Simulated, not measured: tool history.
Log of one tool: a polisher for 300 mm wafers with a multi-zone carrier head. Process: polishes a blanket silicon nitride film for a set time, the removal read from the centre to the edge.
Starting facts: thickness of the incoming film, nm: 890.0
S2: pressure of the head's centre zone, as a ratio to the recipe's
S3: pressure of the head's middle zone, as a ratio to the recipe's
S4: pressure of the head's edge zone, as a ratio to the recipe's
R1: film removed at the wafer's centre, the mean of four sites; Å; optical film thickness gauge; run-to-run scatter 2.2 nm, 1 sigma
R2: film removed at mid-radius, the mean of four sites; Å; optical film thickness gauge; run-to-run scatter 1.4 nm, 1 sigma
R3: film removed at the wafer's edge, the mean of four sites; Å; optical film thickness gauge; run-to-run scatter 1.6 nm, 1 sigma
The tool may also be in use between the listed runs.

Run 1, hour 0: flow of slurry (ml/min) 125, S2 1, S3 1, S4 1, polishing time (s) 77. Result: R1 2507.4 Å, R2 2577.3 Å, R3 2545.1 Å.
Run 2, hour 6.3: flow of slurry (ml/min) 120, S2 0.98, S3 1.01, S4 0.98, polishing time (s) 75. Result: R1 2370.7 Å, R2 2522 Å, R3 2455 Å.
Run 3, hour 14.7: flow of slurry (ml/min) 120, S2 0.98, S3 1.01, S4 0.98, polishing time (s) 87. Result: R1 2785.1 Å, R2 2924.4 Å, R3 2843.2 Å.
Run 4, hour 20: flow of slurry (ml/min) 120, S2 0.98, S3 1.01, S4 0.93, polishing time (s) 87. Result: R1 2723.5 Å, R2 2941.6 Å, R3 2774.2 Å.
Run 5, hour 22.1: flow of slurry (ml/min) 120, S2 0.98, S3 1.06, S4 0.93, polishing time (s) 87. Result: R1 2765.4 Å, R2 3025.8 Å, R3 2824.7 Å.
Run 6, hour 25.8: flow of slurry (ml/min) 120, S2 0.98, S3 1.06, S4 1.01, polishing time (s) 87. Result: R1 2729.4 Å, R2 3033.2 Å, R3 2898.1 Å.
Run 7, hour 31.6: flow of slurry (ml/min) 120, S2 0.97, S3 1.06, S4 0.99, polishing time (s) 83. Result: R1 2657.8 Å, R2 2921.4 Å, R3 2770.2 Å.
Run 8, hour 39.7: flow of slurry (ml/min) 115, S2 0.95, S3 1.06, S4 0.97, polishing time (s) 79. Result: R1 2380.8 Å, R2 2736.8 Å, R3 2600.3 Å.
Run 9, hour 44.8: flow of slurry (ml/min) 115, S2 0.94, S3 1.07, S4 0.95, polishing time (s) 76. Result: R1 2272.3 Å, R2 2634.2 Å, R3 2490.1 Å.
Run 10, hour 47.1: flow of slurry (ml/min) 115, S2 0.93, S3 1.08, S4 0.94, polishing time (s) 73. Result: R1 2215.3 Å, R2 2582.7 Å, R3 2345.4 Å.
Run 11, hour 49.7: flow of slurry (ml/min) 115, S2 0.92, S3 1.08, S4 0.93, polishing time (s) 71. Result: R1 2154.3 Å, R2 2500.1 Å, R3 2277.9 Å.
Run 12, hour 50.6: flow of slurry (ml/min) 110, S2 0.91, S3 1.08, S4 0.92, polishing time (s) 69. Result: R1 1971.5 Å, R2 2420.3 Å, R3 2152.1 Å.

Run 13, settings as shown, results not yet in. Your forecast:
Run 13, hour 53.6: flow of slurry (ml/min) 105, S2 0.9, S3 1.07, S4 0.91, polishing time (s) 69. Result: R1 ?, R2 ?, R3 ?.

Run 13 gave R1 1910.4 Å, R2 2387.9 Å, R3 2131.9 Å.
